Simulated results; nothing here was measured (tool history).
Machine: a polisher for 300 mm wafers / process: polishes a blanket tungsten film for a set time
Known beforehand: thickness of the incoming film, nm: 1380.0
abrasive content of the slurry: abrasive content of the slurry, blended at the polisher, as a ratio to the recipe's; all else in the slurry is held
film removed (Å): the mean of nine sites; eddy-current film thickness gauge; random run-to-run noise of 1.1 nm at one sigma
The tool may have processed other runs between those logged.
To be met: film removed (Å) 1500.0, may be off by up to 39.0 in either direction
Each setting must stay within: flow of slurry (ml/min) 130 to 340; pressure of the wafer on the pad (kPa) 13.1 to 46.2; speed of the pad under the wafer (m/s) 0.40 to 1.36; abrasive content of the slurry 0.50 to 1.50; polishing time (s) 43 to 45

run,day,flow of slurry (ml/min),pressure of the wafer on the pad (kPa),speed of the pad under the wafer (m/s),abrasive content of the slurry,polishing time (s),film removed (Å)
1,0.000,220,29.6,0.88,1.00,43,2268.3
2,0.071,215,26.2,0.88,1.00,43,2005.4
3,0.242,215,33.1,0.88,1.00,43,2500.8
4,0.496,215,33.1,0.88,1.00,43,2523.0
5,0.533,210,28.3,0.88,1.00,43,2155.3
6,0.808,210,24.8,0.88,1.00,43,1920.2
7,0.858,205,22.8,0.88,1.00,43,1753.9
8,0.933,195,21.4,0.88,1.00,43,1656.7
9,0.996,175,18.6,0.88,1.00,43,1400.9
10,1.242,185,18.6,0.88,1.00,43,1417.4
11,1.608,195,18.6,0.88,1.00,43,1420.0
12,1.896,205,18.6,0.88,1.00,43,1445.1
13,2.267,210,18.6,0.88,1.00,43,1440.9

Which one of the following 5 next-run settings gets every result inside its allowed miss? There is exactly one.
A,2.638,235,18.6,0.82,1.00,43,?
B,2.638,210,17.9,0.86,1.00,44,?
C,2.638,225,15.2,1.02,1.05,44,?
D,2.638,190,21.4,0.84,0.90,45,?
E,2.638,225,16.5,1.02,0.90,45,?

move,film removed (Å)
A,1378.0
B,1398.7
C,1421.7
D,1585.8
E,1510.5
A: moves away from the targets compared with the last run
B: moves away from the targets compared with the last run
C: moves away from the targets compared with the last run
D: pushes the last run's worst result past its target
E: in spec on every target
Answer: E
